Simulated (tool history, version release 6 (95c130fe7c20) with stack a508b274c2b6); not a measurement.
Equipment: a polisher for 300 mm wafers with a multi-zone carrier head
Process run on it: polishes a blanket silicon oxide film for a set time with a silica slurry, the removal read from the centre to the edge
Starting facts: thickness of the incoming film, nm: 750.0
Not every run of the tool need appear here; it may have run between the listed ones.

run,hour,flow of slurry (ml/min),pressure of the head's centre zone,pressure of the head's middle zone,pressure of the head's edge zone,abrasive content of the slurry,polishing time (s),film removed at the wafer's centre (Å),film removed at mid-radius (Å),film removed at the wafer's edge (Å)
1,0,220,1,1,1,1,81,2393.7,2386,2344.6
2,7.9,225,1.03,1,1.05,1.1,81,2586.7,2502.3,2415.7
3,15.5,225,1.03,1,1.05,1.1,91,2919.5,2773.7,2815.3
4,23.3,225,0.97,1,1.05,1.1,91,2766.3,2798.1,2803.3
5,25.6,225,0.97,1,0.98,1.1,91,2773.5,2757,2744.1
6,32.9,225,0.97,1,0.98,1.1,80,2407.4,2436,2397
7,36.9,225,0.97,1,0.98,1.1,80,2398.9,2436.7,2360.3
8,39.8,210,0.98,0.98,1.01,1.2,82,2551.2,2524.3,2591.9
9,46.2,210,1,0.98,1.02,1.3,83,2725.5,2612.7,2694.6

Run 10 is up next; what results do you expect?
10,49.5,220,1.01,0.98,1.04,1.35,84,?,?,?

Run 10 gave film removed at the wafer's centre (Å) 2838, film removed at mid-radius (Å) 2707.7, film removed at the wafer's edge (Å) 2797.5.
